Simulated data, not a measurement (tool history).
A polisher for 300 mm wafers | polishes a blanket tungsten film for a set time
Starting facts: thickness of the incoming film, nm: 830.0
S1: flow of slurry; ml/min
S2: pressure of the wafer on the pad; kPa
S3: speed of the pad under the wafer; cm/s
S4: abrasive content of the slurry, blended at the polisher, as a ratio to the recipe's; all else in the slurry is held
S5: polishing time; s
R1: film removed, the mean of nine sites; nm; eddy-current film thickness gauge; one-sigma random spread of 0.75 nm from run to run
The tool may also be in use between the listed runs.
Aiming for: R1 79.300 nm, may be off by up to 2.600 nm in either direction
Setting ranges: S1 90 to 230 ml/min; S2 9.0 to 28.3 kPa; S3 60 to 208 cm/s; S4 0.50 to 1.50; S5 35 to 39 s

run,hour,S1,S2,S3,S4,S5,R1
1,0.0,150,18.6,134,1.00,39,145.290
2,5.3,150,18.6,114,1.00,39,123.620
3,8.1,150,18.6,114,0.80,39,118.210
4,12.2,150,18.6,114,0.80,39,118.240
5,16.7,150,18.6,102,0.80,39,106.630
6,24.0,150,18.6,102,0.95,39,108.820
7,26.9,150,17.9,102,0.95,39,106.360
8,27.8,150,17.2,102,0.95,39,101.190
# hour 28.5: slurry nozzle cleaned
9,28.5,150,16.5,102,0.95,39,101.730
10,29.3,150,15.9,102,0.95,39,101.090
11,35.5,150,15.2,102,0.95,39,94.638
12,36.1,150,14.5,102,0.95,39,91.838
13,40.6,140,13.1,102,0.95,39,81.688

5 next moves are on the table. One of them brings every result within its allowed miss. Which?
A,45.1,140,12.4,116,0.90,35,?
B,45.1,155,15.9,100,0.85,35,?
C,45.1,125,13.1,118,1.05,35,?
D,45.1,140,9.7,134,1.25,38,?
E,45.1,145,11.0,120,1.25,38,?

move,R1
A,79.247
B,86.211
C,85.162
D,85.324
E,86.635
A: all results land within tolerance of their targets
B: further off than the last run
C: further off than the last run
D: further off than the last run
E: further off than the last run
Move A is the one to make.
